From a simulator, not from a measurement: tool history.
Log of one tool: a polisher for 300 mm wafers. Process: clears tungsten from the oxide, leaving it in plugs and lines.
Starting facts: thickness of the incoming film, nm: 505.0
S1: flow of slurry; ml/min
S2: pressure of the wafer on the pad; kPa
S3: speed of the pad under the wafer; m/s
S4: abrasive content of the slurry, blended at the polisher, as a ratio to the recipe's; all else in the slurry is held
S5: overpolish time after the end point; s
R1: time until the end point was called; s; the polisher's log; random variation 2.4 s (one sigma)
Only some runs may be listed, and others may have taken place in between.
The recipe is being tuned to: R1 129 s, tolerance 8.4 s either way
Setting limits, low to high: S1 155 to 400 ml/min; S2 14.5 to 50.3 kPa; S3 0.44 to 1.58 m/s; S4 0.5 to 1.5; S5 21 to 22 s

| run | day | S1 | S2 | S3 | S4 | S5 | R1 |
|---|---|---|---|---|---|---|---|
| 1 | 0 | 255 | 32.4 | 1 | 1 | 21 | 67.703 |
| 2 | 0.188 | 255 | 37.9 | 1 | 1 | 21 | 56.499 |
| 3 | 0.388 | 255 | 42.1 | 1 | 1 | 21 | 53.803 |
| 4 | 0.5 | 255 | 42.1 | 0.82 | 1 | 21 | 64.147 |
| 5 | 0.721 | 255 | 39.3 | 0.82 | 1 | 21 | 68.644 |
| 6 | 0.788 | 255 | 39.3 | 0.92 | 1 | 21 | 59.82 |
| 7 | 1.15 | 255 | 33.1 | 0.86 | 1 | 21 | 77.745 |
| 8 | 1.512 | 255 | 24.1 | 0.78 | 1 | 21 | 115.39 |
| 9 | 1.575 | 255 | 23.4 | 0.78 | 1 | 21 | 118.05 |

Which one of the following 4 next-run settings gets every result inside its allowed miss? There is exactly one.
| A | 1.638 | 280 | 23.4 | 0.78 | 1.05 | 21 | ? |
| B | 1.638 | 170 | 26.2 | 0.64 | 1.15 | 22 | ? |
| C | 1.638 | 315 | 27.6 | 0.76 | 0.7 | 22 | ? |
| D | 1.638 | 290 | 26.2 | 0.78 | 1 | 21 | ? |

| move | R1 |
|---|---|
| A | 113 |
| B | 127.23 |
| C | 110.32 |
| D | 102.63 |
A: its largest miss is bigger than the last run's
B: every result lands within tolerance
C: its largest miss is bigger than the last run's
D: its largest miss is bigger than the last run's
B meets every target.
